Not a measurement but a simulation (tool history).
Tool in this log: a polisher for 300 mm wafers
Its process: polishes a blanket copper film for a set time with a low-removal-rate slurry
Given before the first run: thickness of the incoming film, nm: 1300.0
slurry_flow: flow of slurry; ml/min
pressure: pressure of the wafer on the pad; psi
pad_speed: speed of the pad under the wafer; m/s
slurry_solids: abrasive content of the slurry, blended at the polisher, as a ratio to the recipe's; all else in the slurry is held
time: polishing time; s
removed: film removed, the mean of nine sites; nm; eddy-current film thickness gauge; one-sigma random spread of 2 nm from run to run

{"run": 1, "day": 0.0, "slurry_flow": 215, "pressure": 1.9, "pad_speed": 1.22, "slurry_solids": 1, "time": 49, "removed": 89.38}
{"run": 2, "day": 0.308, "slurry_flow": 215, "pressure": 2.2, "pad_speed": 1.26, "slurry_solids": 1, "time": 49, "removed": 106.91}
{"run": 3, "day": 0.625, "slurry_flow": 215, "pressure": 2.4, "pad_speed": 1.3, "slurry_solids": 1, "time": 49, "removed": 120.03}
{"run": 4, "day": 0.842, "slurry_flow": 215, "pressure": 2.6, "pad_speed": 1.34, "slurry_solids": 1, "time": 49, "removed": 134.64}
{"run": 5, "day": 0.954, "slurry_flow": 215, "pressure": 2.6, "pad_speed": 1.34, "slurry_solids": 0.9, "time": 49, "removed": 130.29}
{"run": 6, "day": 1.288, "slurry_flow": 240, "pressure": 2.6, "pad_speed": 1.34, "slurry_solids": 0.9, "time": 49, "removed": 132.96}

Run 7, settings as shown, results not yet in. Your forecast:
{"run": 7, "day": 1.55, "slurry_flow": 240, "pressure": 2.7, "pad_speed": 1.38, "slurry_solids": 0.9, "time": 49, "removed": "?"}

Run 7 came out at removed 142.78 nm.
